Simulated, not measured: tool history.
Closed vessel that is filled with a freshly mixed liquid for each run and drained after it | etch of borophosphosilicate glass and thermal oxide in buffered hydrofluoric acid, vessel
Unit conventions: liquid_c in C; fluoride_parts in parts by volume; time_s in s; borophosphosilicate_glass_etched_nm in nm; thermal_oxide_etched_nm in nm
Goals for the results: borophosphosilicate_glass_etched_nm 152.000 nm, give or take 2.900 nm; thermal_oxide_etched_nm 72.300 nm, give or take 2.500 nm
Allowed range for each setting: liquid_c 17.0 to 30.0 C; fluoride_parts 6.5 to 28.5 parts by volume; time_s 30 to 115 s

run  hour  liquid_c  fluoride_parts  time_s  borophosphosilicate_glass_etched_nm  thermal_oxide_etched_nm
  1   0.0      22.0            17.5      60                               76.894                   35.981
  2   8.6      22.0            17.5      70                               88.741                   41.560
  3  13.4      22.0            17.5      85                              108.080                   51.940
  4  15.9      23.0            17.5      85                              113.910                   53.122
  5  17.1      23.0            17.5      70                               94.186                   44.446
  6  22.0      23.0            17.5      90                              120.600                   57.118
  7  29.7      23.5            17.5      90                              123.840                   58.793
  8  38.1      24.0            17.5      90                              126.460                   61.094
  9  40.6      24.5            17.5      90                              129.280                   61.411
 10  47.7      28.0            17.0      90                              160.320                   78.125

Which single option among these 4 for the next run brings every result within its allowed miss of target? Just one does.
  A  54.8      28.5            18.5      85                                    ?                        ?
  B  54.8      28.5            14.5      70                                    ?                        ?
  C  54.8      29.0            18.0      80                                    ?                        ?
  D  54.8      19.0            11.0      85                                    ?                        ?

move  borophosphosilicate_glass_etched_nm  thermal_oxide_etched_nm
   A                              146.270                   68.640
   B                              153.150                   71.807
   C                              145.210                   68.152
   D                              146.000                   67.964
A: the result that was furthest off in the last run now lies on the other side of its target
B: every result within its allowed miss
C: the result that was furthest off in the last run now lies on the other side of its target
D: the result that was furthest off in the last run now lies on the other side of its target
B is the move that brings every result within its allowed miss.
